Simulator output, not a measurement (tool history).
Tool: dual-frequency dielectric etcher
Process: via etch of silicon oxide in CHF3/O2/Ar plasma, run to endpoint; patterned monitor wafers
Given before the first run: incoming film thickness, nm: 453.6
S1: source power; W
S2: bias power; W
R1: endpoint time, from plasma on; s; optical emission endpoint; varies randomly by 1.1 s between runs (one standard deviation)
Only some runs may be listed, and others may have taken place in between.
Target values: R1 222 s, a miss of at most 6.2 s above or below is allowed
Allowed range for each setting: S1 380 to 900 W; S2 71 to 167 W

run,day,S1,S2,R1
1,0,640,119,249.78
2,0.071,670,121,241.98
3,0.417,690,122,240.76
4,0.633,710,124,235.93
5,0.767,710,105,247
6,0.942,740,107,241.64
7,1.317,760,109,236.38
8,1.542,770,110,237

5 next moves are on the table. One of them brings every result within its allowed miss. Which?
A,1.767,860,114,?
B,1.767,590,131,?
C,1.767,900,125,?
D,1.767,770,91,?
E,1.767,900,131,?

move,R1
A,221.87
B,252.12
C,211.36
D,249.5
E,208.3
A: meets every target
B: lands further from the targets than the last run did
C: pushes the last run's worst result past its target
D: lands further from the targets than the last run did
E: pushes the last run's worst result past its target
Move A is the one to make.
